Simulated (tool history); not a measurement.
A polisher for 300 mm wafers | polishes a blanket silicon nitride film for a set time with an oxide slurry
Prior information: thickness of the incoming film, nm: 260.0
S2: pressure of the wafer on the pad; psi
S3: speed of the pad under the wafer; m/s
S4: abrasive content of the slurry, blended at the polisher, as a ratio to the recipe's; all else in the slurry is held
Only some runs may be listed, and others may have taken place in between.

{"run": 1, "hour": 0.0, "flow of slurry (ml/min)": 240, "S2": 3.5, "S3": 1.2, "S4": 1.0, "polishing time (s)": 22, "film removed (nm)": 14.332}
{"run": 2, "hour": 3.2, "flow of slurry (ml/min)": 240, "S2": 3.5, "S3": 1.2, "S4": 0.9, "polishing time (s)": 22, "film removed (nm)": 13.805}
{"run": 3, "hour": 10.8, "flow of slurry (ml/min)": 240, "S2": 3.0, "S3": 1.14, "S4": 0.9, "polishing time (s)": 22, "film removed (nm)": 11.772}
{"run": 4, "hour": 11.8, "flow of slurry (ml/min)": 240, "S2": 3.0, "S3": 1.14, "S4": 0.9, "polishing time (s)": 22, "film removed (nm)": 11.725}
{"run": 5, "hour": 20.6, "flow of slurry (ml/min)": 240, "S2": 3.8, "S3": 1.14, "S4": 0.9, "polishing time (s)": 22, "film removed (nm)": 14.111}
{"run": 6, "hour": 27.5, "flow of slurry (ml/min)": 240, "S2": 3.8, "S3": 1.14, "S4": 0.75, "polishing time (s)": 22, "film removed (nm)": 13.065}
{"run": 7, "hour": 32.1, "flow of slurry (ml/min)": 240, "S2": 2.8, "S3": 1.08, "S4": 0.75, "polishing time (s)": 22, "film removed (nm)": 9.9986}

Predict the results of run 8:
{"run": 8, "hour": 39.9, "flow of slurry (ml/min)": 240, "S2": 2.5, "S3": 1.04, "S4": 0.75, "polishing time (s)": 22, "film removed (nm)": "?"}

film removed (nm): 9.0142
